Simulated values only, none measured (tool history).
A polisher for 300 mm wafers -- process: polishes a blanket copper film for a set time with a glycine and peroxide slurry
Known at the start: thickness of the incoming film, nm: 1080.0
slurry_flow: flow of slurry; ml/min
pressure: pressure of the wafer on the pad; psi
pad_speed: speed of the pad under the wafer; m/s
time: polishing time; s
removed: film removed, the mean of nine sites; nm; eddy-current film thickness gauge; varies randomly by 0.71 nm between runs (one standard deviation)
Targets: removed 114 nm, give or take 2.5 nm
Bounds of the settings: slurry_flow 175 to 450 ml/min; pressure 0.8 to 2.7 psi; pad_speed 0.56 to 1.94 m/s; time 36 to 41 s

run    day  slurry_flow  pressure  pad_speed  time  removed
  1      0          290       1.7       1.24    41   160.04
  2  0.138          290       1.7       1.38    41   175.93
  3  0.379          290       1.5       1.38    41   158.06
  4  0.488          290       1.4       1.38    41   150.17
  5  0.842          290       1.4       1.38    41   150.13
  6  1.167          290       1.3       1.38    41   141.91
  7  1.262          280       1.1       1.38    41   125.94
     1.433  -- slurry nozzle cleaned
  8  1.433          275       1.1       1.38    41   131.36
  9  1.754          280       1.1       1.38    41   129.74

5 next moves are on the table. One of them brings every result within its allowed miss. Which?
  A  2.075          245       1.2       1.62    41        ?
  B  2.075          180       1.5       1.44    38        ?
  C  2.075          330       1.3       1.56    40        ?
  D  2.075          305         1        1.4    38        ?
  E  2.075          295       1.2       1.42    41        ?

move  removed
   A   156.05
   B   151.57
   C   161.49
   D   115.91
   E   143.74
A: the biggest miss grows against the last run
B: the biggest miss grows against the last run
C: the biggest miss grows against the last run
D: meets every target
E: the biggest miss grows against the last run
The move that meets every target is D.
